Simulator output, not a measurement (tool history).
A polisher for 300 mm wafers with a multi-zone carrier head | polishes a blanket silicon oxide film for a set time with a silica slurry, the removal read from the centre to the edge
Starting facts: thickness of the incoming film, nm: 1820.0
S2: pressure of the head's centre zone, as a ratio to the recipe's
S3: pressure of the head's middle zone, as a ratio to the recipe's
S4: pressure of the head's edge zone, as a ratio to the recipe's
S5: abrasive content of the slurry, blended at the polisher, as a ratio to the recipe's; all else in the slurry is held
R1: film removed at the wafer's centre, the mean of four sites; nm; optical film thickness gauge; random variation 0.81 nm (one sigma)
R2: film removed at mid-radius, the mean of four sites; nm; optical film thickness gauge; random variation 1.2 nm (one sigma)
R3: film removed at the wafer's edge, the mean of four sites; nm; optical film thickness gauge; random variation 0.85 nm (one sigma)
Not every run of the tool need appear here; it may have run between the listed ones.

{"run": 1, "hour": 0.0, "flow of slurry (ml/min)": 155, "S2": 1.0, "S3": 1.0, "S4": 1.0, "S5": 1.0, "polishing time (s)": 43, "R1": 81.6, "R2": 81.488, "R3": 83.325}
{"run": 2, "hour": 2.2, "flow of slurry (ml/min)": 165, "S2": 1.0, "S3": 1.0, "S4": 1.04, "S5": 1.0, "polishing time (s)": 43, "R1": 82.615, "R2": 82.284, "R3": 84.003}
{"run": 3, "hour": 9.9, "flow of slurry (ml/min)": 145, "S2": 1.0, "S3": 1.0, "S4": 1.04, "S5": 1.0, "polishing time (s)": 43, "R1": 79.991, "R2": 80.48, "R3": 82.678}
{"run": 4, "hour": 16.1, "flow of slurry (ml/min)": 145, "S2": 1.0, "S3": 1.0, "S4": 1.04, "S5": 0.8, "polishing time (s)": 43, "R1": 70.587, "R2": 68.858, "R3": 75.157}
{"run": 5, "hour": 17.3, "flow of slurry (ml/min)": 150, "S2": 0.99, "S3": 0.99, "S4": 1.06, "S5": 0.85, "polishing time (s)": 44, "R1": 74.696, "R2": 74.069, "R3": 80.542}
{"run": 6, "hour": 25.3, "flow of slurry (ml/min)": 135, "S2": 0.99, "S3": 0.99, "S4": 1.06, "S5": 0.85, "polishing time (s)": 44, "R1": 73.734, "R2": 72.64, "R3": 78.56}
{"run": 7, "hour": 26.0, "flow of slurry (ml/min)": 150, "S2": 0.98, "S3": 0.99, "S4": 1.09, "S5": 0.9, "polishing time (s)": 44, "R1": 75.286, "R2": 76.349, "R3": 83.924}

For run 8, what comes out?
{"run": 8, "hour": 30.4, "flow of slurry (ml/min)": 165, "S2": 0.99, "S3": 1.0, "S4": 1.11, "S5": 0.9, "polishing time (s)": 44, "R1": "?", "R2": "?", "R3": "?"}

{"run 8": {"R1": 78.955, "R2": 78.107, "R3": 85.567}}
